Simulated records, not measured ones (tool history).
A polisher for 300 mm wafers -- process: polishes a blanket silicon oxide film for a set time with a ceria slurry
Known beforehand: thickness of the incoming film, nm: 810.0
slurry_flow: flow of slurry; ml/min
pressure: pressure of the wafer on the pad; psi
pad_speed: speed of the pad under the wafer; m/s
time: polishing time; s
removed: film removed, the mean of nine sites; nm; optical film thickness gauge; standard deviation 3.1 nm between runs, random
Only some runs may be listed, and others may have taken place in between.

run	hour	slurry_flow	pressure	pad_speed	time	removed
1	0	150	2.8	0.88	35	133.4
2	5.1	150	2.8	1.02	35	149.49
3	13.1	150	3.1	1.02	35	168.37
4	22.1	150	3.1	1.02	35	170.55
5	29.8	150	3.3	1.02	35	177.43
6	33	120	3.3	1.02	35	163.3
7	33.9	135	3.4	1.02	35	179.19

What will run 8 give?
8	35.6	145	3.5	1.02	35	?

For run 8 the tool returned removed 181.87 nm.
